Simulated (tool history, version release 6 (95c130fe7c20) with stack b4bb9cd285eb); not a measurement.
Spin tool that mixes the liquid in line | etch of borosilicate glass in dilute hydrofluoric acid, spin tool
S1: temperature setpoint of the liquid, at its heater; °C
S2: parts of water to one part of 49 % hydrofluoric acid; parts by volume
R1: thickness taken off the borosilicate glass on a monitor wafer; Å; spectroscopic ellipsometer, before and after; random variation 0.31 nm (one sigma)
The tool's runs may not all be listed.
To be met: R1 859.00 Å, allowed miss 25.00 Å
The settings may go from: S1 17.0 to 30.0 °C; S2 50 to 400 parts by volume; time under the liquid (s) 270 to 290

{"run": 1, "hour": 0.0, "S1": 22.0, "S2": 225, "time under the liquid (s)": 270, "R1": 385.82}
{"run": 2, "hour": 2.4, "S1": 22.0, "S2": 260, "time under the liquid (s)": 270, "R1": 322.51}
{"run": 3, "hour": 4.5, "S1": 23.5, "S2": 235, "time under the liquid (s)": 270, "R1": 386.79}
{"run": 4, "hour": 5.4, "S1": 23.5, "S2": 290, "time under the liquid (s)": 270, "R1": 296.68}
{"run": 5, "hour": 8.0, "S1": 21.0, "S2": 290, "time under the liquid (s)": 270, "R1": 272.48}
{"run": 6, "hour": 10.8, "S1": 21.0, "S2": 290, "time under the liquid (s)": 290, "R1": 291.85}
{"run": 7, "hour": 13.7, "S1": 25.0, "S2": 200, "time under the liquid (s)": 290, "R1": 539.74}
{"run": 8, "hour": 15.9, "S1": 29.0, "S2": 130, "time under the liquid (s)": 290, "R1": 1041.3}
{"run": 9, "hour": 20.8, "S1": 29.0, "S2": 130, "time under the liquid (s)": 290, "R1": 1039.8}
{"run": 10, "hour": 27.5, "S1": 28.5, "S2": 130, "time under the liquid (s)": 290, "R1": 1026.3}

4 next moves are on the table. One of them brings every result within its allowed miss. Which?
{"run": "A", "hour": 34.2, "S1": 27.0, "S2": 145, "time under the liquid (s)": 290, "R1": "?"}
{"run": "B", "hour": 34.2, "S1": 26.5, "S2": 105, "time under the liquid (s)": 285, "R1": "?"}
{"run": "C", "hour": 34.2, "S1": 27.0, "S2": 95, "time under the liquid (s)": 290, "R1": "?"}
{"run": "D", "hour": 34.2, "S1": 28.5, "S2": 140, "time under the liquid (s)": 290, "R1": "?"}

move=A R1=850.62
move=B R1=1191.40
move=C R1=1384.00
move=D R1=937.16
A: meets every target
B: further off than the last run
C: further off than the last run
D: nearer than the last run, and not there yet
Move A is the one to make.

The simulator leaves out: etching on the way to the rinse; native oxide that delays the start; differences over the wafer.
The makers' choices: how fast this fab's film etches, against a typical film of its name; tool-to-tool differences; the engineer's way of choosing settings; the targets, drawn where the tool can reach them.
